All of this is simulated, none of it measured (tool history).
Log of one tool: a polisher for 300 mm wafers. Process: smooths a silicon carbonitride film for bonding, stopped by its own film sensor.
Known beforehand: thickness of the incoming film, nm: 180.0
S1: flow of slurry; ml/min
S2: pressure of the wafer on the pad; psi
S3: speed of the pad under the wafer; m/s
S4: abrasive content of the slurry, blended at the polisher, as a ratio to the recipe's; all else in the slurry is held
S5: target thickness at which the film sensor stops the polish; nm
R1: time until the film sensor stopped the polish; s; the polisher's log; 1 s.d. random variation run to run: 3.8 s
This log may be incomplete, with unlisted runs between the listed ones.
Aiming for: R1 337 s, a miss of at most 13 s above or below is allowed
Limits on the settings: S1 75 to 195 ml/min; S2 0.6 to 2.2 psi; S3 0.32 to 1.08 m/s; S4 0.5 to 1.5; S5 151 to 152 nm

{"run": 1, "hour": 0.0, "S1": 125, "S2": 1.4, "S3": 0.7, "S4": 1, "S5": 152, "R1": 233.56}
{"run": 2, "hour": 7.8, "S1": 125, "S2": 1.4, "S3": 0.7, "S4": 1, "S5": 152, "R1": 232.47}
{"run": 3, "hour": 9.1, "S1": 125, "S2": 1.4, "S3": 0.7, "S4": 1, "S5": 151, "R1": 233.36}
{"run": 4, "hour": 17.0, "S1": 125, "S2": 1.4, "S3": 0.7, "S4": 1, "S5": 152, "R1": 229.45}
{"run": 5, "hour": 23.1, "S1": 125, "S2": 1.4, "S3": 0.7, "S4": 1, "S5": 151, "R1": 241.04}
{"run": 6, "hour": 24.6, "S1": 120, "S2": 1.3, "S3": 0.7, "S4": 1, "S5": 151, "R1": 258.1}
{"run": 7, "hour": 28.3, "S1": 120, "S2": 1.2, "S3": 0.7, "S4": 1, "S5": 151, "R1": 275.07}
{"run": 8, "hour": 35.0, "S1": 120, "S2": 1.1, "S3": 0.7, "S4": 1, "S5": 151, "R1": 302.82}

4 candidate next runs follow, results not yet known. Just one meets every target within its allowed miss. Identify it.
{"run": "A", "hour": 41.7, "S1": 105, "S2": 1.1, "S3": 0.62, "S4": 1.2, "S5": 152, "R1": "?"}
{"run": "B", "hour": 41.7, "S1": 115, "S2": 1.1, "S3": 0.74, "S4": 0.95, "S5": 151, "R1": "?"}
{"run": "C", "hour": 41.7, "S1": 130, "S2": 1.2, "S3": 0.68, "S4": 1.05, "S5": 152, "R1": "?"}
{"run": "D", "hour": 41.7, "S1": 75, "S2": 0.9, "S3": 0.76, "S4": 1.15, "S5": 152, "R1": "?"}

move=A R1=299.75
move=B R1=292.11
move=C R1=261.34
move=D R1=331.57
A: misses by more than the last run did
B: misses by more than the last run did
C: misses by more than the last run did
D: every result lands within tolerance
D meets every target.
